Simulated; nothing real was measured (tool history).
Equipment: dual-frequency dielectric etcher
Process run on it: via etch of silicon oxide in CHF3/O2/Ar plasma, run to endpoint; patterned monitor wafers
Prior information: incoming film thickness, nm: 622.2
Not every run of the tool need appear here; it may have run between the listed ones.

run,hour,source power (W),bias power (W),endpoint time (s)
1,0,580,225,262.99
2,1.6,580,193,288.23
3,4.6,580,166,317.61
4,8.8,670,166,292.11
5,15.8,740,166,277.47
6,22.6,750,180,259.88

For run 7, what comes out?
7,28.8,800,225,?

endpoint time (s): 218.74
